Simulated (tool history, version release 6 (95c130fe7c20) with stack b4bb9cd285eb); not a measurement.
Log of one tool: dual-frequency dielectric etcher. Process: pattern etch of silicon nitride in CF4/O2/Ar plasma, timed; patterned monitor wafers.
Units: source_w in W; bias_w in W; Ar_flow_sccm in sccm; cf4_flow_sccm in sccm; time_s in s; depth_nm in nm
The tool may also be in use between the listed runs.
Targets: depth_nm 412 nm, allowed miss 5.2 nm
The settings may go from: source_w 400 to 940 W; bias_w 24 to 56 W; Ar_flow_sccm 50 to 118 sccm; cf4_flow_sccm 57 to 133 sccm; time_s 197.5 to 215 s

Run 1, hour 0: source_w 670 W, bias_w 40 W, Ar_flow_sccm 84 sccm, cf4_flow_sccm 95 sccm, time_s 215 s. Result: depth_nm 491.25 nm.
Run 2, hour 4.4: source_w 670 W, bias_w 40 W, Ar_flow_sccm 84 sccm, cf4_flow_sccm 109 sccm, time_s 215 s. Result: depth_nm 501.75 nm.
Run 3, hour 5.5: source_w 670 W, bias_w 40 W, Ar_flow_sccm 84 sccm, cf4_flow_sccm 120 sccm, time_s 215 s. Result: depth_nm 502.59 nm.
Run 4, hour 9.2: source_w 670 W, bias_w 40 W, Ar_flow_sccm 84 sccm, cf4_flow_sccm 133 sccm, time_s 215 s. Result: depth_nm 509.63 nm.
Run 5, hour 18: source_w 790 W, bias_w 40 W, Ar_flow_sccm 84 sccm, cf4_flow_sccm 133 sccm, time_s 215 s. Result: depth_nm 574.18 nm.
Run 6, hour 25.2: source_w 740 W, bias_w 40 W, Ar_flow_sccm 84 sccm, cf4_flow_sccm 133 sccm, time_s 215 s. Result: depth_nm 545.92 nm.
Run 7, hour 29.4: source_w 700 W, bias_w 40 W, Ar_flow_sccm 84 sccm, cf4_flow_sccm 133 sccm, time_s 215 s. Result: depth_nm 526.24 nm.
Run 8, hour 32: source_w 560 W, bias_w 39 W, Ar_flow_sccm 84 sccm, cf4_flow_sccm 133 sccm, time_s 215 s. Result: depth_nm 447.64 nm.
Run 9, hour 40.2: source_w 550 W, bias_w 39 W, Ar_flow_sccm 84 sccm, cf4_flow_sccm 133 sccm, time_s 215 s. Result: depth_nm 445.58 nm.
Run 10, hour 42.2: source_w 540 W, bias_w 39 W, Ar_flow_sccm 84 sccm, cf4_flow_sccm 133 sccm, time_s 215 s. Result: depth_nm 436.34 nm.

5 next moves are on the table. One of them brings every result within its allowed miss. Which?
Run A, hour 44.2: source_w 510 W, bias_w 39 W, Ar_flow_sccm 79 sccm, cf4_flow_sccm 133 sccm, time_s 215 s. Result: depth_nm ?.
Run B, hour 44.2: source_w 520 W, bias_w 46 W, Ar_flow_sccm 80 sccm, cf4_flow_sccm 133 sccm, time_s 200.5 s. Result: depth_nm ?.
Run C, hour 44.2: source_w 560 W, bias_w 38 W, Ar_flow_sccm 91 sccm, cf4_flow_sccm 133 sccm, time_s 201 s. Result: depth_nm ?.
Run D, hour 44.2: source_w 560 W, bias_w 39 W, Ar_flow_sccm 85 sccm, cf4_flow_sccm 130 sccm, time_s 203.5 s. Result: depth_nm ?.
Run E, hour 44.2: source_w 640 W, bias_w 43 W, Ar_flow_sccm 71 sccm, cf4_flow_sccm 132 sccm, time_s 201.5 s. Result: depth_nm ?.

move  depth_nm
   A    423.63
   B       425
   C     411.5
   D     422.2
   E    481.61
A: nearer than the last run, and not there yet
B: nearer than the last run, and not there yet
C: meets every target
D: nearer than the last run, and not there yet
E: further off than the last run
Move C is the one to make.
